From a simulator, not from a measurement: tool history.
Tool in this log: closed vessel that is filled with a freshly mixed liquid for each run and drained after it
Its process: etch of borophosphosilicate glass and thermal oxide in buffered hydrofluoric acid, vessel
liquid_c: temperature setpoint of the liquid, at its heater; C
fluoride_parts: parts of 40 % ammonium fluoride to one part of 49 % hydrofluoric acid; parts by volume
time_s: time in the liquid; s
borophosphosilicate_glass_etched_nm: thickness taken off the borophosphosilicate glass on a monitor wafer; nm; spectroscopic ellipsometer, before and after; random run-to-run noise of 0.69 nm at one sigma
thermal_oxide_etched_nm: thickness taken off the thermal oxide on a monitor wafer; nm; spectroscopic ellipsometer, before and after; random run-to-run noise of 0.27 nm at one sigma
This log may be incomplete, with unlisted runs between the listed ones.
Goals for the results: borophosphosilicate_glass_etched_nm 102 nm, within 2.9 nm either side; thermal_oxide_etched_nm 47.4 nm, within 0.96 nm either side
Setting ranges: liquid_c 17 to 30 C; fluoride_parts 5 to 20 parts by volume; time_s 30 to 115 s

run,hour,liquid_c,fluoride_parts,time_s,borophosphosilicate_glass_etched_nm,thermal_oxide_etched_nm
1,0,22,12,60,116.96,54.17
2,3.3,21.5,12,60,113.3,52.274
3,10.7,21.5,15.5,60,88.599,41.12
4,19.2,22,15.5,60,90.522,42.098
5,22.7,22,15.5,75,113.29,52.84
6,27.6,22,15.5,60,90.451,42.146
7,34.9,22.5,15.5,60,92.283,43.413
8,40.6,23,15,60,98.481,46.113

Next run, 4 choices. One meets every target within its allowed miss, the rest don't. Which?
A,46.3,17,5,30,?,?
B,46.3,21,13,60,?,?
C,46.3,26.5,17.5,55,?,?
D,46.3,22,14.5,60,?,?

move,borophosphosilicate_glass_etched_nm,thermal_oxide_etched_nm
A,100.49,45.792
B,102.13,47.433
C,94.045,43.87
D,96.874,45.045
A: lands further from the targets than the last run did
B: every result lands within tolerance
C: lands further from the targets than the last run did
D: lands further from the targets than the last run did
So the answer is move B, the one that meets all the targets.
